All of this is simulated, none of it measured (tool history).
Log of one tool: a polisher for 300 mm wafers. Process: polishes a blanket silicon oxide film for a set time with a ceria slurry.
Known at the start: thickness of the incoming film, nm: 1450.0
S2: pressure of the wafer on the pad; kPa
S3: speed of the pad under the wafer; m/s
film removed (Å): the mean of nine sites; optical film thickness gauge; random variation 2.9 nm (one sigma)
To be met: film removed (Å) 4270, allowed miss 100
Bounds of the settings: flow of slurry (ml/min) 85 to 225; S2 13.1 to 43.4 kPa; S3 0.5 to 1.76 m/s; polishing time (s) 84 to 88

Run 1, hour 0: flow of slurry (ml/min) 145, S2 28.3 kPa, S3 1.12 m/s, polishing time (s) 84. Result: film removed (Å) 5778.3.
Run 2, hour 7.5: flow of slurry (ml/min) 140, S2 26.9 kPa, S3 1.12 m/s, polishing time (s) 84. Result: film removed (Å) 5490.1.
Run 3, hour 8.2: flow of slurry (ml/min) 140, S2 31 kPa, S3 1.12 m/s, polishing time (s) 84. Result: film removed (Å) 6026.1.
Run 4, hour 17.2: flow of slurry (ml/min) 140, S2 31 kPa, S3 1.4 m/s, polishing time (s) 84. Result: film removed (Å) 7458.3.
Run 5, hour 17.9: flow of slurry (ml/min) 140, S2 26.2 kPa, S3 1.4 m/s, polishing time (s) 84. Result: film removed (Å) 6673.8.
Run 6, hour 21.1: flow of slurry (ml/min) 140, S2 26.2 kPa, S3 1.58 m/s, polishing time (s) 84. Result: film removed (Å) 7530.9.
Run 7, hour 26.3: flow of slurry (ml/min) 135, S2 23.4 kPa, S3 1.54 m/s, polishing time (s) 84. Result: film removed (Å) 6817.2.
Run 8, hour 32.9: flow of slurry (ml/min) 130, S2 21.4 kPa, S3 1.5 m/s, polishing time (s) 84. Result: film removed (Å) 6219.

4 next moves are on the table. One of them brings every result within its allowed miss. Which?
Run A, hour 39.5: flow of slurry (ml/min) 110, S2 13.8 kPa, S3 1.38 m/s, polishing time (s) 84. Result: film removed (Å) ?.
Run B, hour 39.5: flow of slurry (ml/min) 125, S2 16.5 kPa, S3 1.28 m/s, polishing time (s) 84. Result: film removed (Å) ?.
Run C, hour 39.5: flow of slurry (ml/min) 145, S2 13.1 kPa, S3 1.02 m/s, polishing time (s) 84. Result: film removed (Å) ?.
Run D, hour 39.5: flow of slurry (ml/min) 90, S2 18.6 kPa, S3 1.3 m/s, polishing time (s) 84. Result: film removed (Å) ?.

move  film removed (Å)
   A            4348.9
   B            4590.7
   C            3367.5
   D            4541.3
A: meets every target
B: nearer than the last run, and not there yet
C: takes the result that was furthest off past its target
D: nearer than the last run, and not there yet
Move A is the one to make.
